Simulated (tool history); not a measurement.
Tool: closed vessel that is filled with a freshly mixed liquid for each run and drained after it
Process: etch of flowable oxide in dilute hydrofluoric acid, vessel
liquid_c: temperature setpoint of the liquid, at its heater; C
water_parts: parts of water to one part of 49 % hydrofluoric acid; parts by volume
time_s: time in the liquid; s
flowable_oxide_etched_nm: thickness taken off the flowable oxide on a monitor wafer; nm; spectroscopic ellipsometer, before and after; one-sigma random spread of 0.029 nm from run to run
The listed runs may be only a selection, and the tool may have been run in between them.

run    day  liquid_c  water_parts  time_s  flowable_oxide_etched_nm
  1      0        20          180      65                    5.1827
  2  0.254        19          190      65                    4.6637
  3  0.425      21.5          190      65                    5.2689
  4  0.742      20.5          195      65                    4.7761
  5  1.088      19.5          200      65                    4.5234
  6    1.2        19          205      65                    4.3397
  7  1.404      18.5          205      65                    4.1489

Expected results for the next run?
     1.746  -- thermometer replaced
  8  1.746        18          205      65                         ?

Run 8 yielded flowable_oxide_etched_nm 4.5225 nm.
